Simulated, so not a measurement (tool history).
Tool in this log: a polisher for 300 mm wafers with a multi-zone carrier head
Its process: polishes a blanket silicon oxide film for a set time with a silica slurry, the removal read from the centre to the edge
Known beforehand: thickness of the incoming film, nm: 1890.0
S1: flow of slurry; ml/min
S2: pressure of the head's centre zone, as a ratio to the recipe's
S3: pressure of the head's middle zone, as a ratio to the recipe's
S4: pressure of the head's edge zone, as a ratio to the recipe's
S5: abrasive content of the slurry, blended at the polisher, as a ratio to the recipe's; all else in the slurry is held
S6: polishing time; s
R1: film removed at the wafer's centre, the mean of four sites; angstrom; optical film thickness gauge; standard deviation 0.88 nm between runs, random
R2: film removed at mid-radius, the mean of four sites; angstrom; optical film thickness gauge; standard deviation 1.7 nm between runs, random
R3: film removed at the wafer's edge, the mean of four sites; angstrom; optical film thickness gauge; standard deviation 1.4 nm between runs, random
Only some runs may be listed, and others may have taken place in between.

run 1 day=0.000 | S1=200 S2=1.00 S3=1.00 S4=1.00 S5=1.00 S6=36 | R1=987.80 R2=992.84 R3=969.57
run 2 day=0.288 | S1=200 S2=0.99 S3=1.02 S4=1.04 S5=1.10 S6=37 | R1=1039.30 R2=1029.30 R3=1043.80
run 3 day=0.412 | S1=200 S2=0.99 S3=1.02 S4=1.04 S5=1.10 S6=33 | R1=914.29 R2=938.76 R3=934.44
run 4 day=0.508 | S1=210 S2=0.97 S3=1.05 S4=1.06 S5=1.20 S6=35 | R1=994.64 R2=1021.80 R3=1022.20
run 5 day=0.596 | S1=210 S2=0.89 S3=1.05 S4=1.06 S5=1.20 S6=35 | R1=912.45 R2=1075.70 R3=1021.80
run 6 day=0.825 | S1=210 S2=0.89 S3=1.05 S4=1.06 S5=1.20 S6=39 | R1=1018.70 R2=1183.00 R3=1154.40

Estimate the outcome of run 7 from the log above:
run 7 day=0.983 | S1=215 S2=0.89 S3=1.06 S4=1.07 S5=1.25 S6=40 | R1=? R2=? R3=?

For run 7 the tool returned R1 1063.40 angstrom, R2 1195.90 angstrom, R3 1192.80 angstrom.
